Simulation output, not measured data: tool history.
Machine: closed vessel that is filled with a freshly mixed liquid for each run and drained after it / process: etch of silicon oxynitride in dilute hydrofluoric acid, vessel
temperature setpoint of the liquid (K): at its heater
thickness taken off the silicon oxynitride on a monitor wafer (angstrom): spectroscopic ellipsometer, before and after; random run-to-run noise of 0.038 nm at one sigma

run	day	temperature setpoint of the liquid (K)	parts of water to one part of 49 % hydrofluoric acid (parts by volume)	time in the liquid (s)	thickness taken off the silicon oxynitride on a monitor wafer (angstrom)
1	0.000	296.15	160	215	54.122
2	0.288	297.65	155	215	60.171
3	0.467	299.15	150	215	66.692
4	0.729	301.65	150	215	74.768
5	0.854	302.15	145	215	78.992
# day 1.162: hydrofluoric acid flow meter replaced
6	1.162	302.65	145	215	75.803

For run 7, what comes out?
7	1.371	303.15	140	215	?

thickness taken off the silicon oxynitride on a monitor wafer (angstrom): 80.416

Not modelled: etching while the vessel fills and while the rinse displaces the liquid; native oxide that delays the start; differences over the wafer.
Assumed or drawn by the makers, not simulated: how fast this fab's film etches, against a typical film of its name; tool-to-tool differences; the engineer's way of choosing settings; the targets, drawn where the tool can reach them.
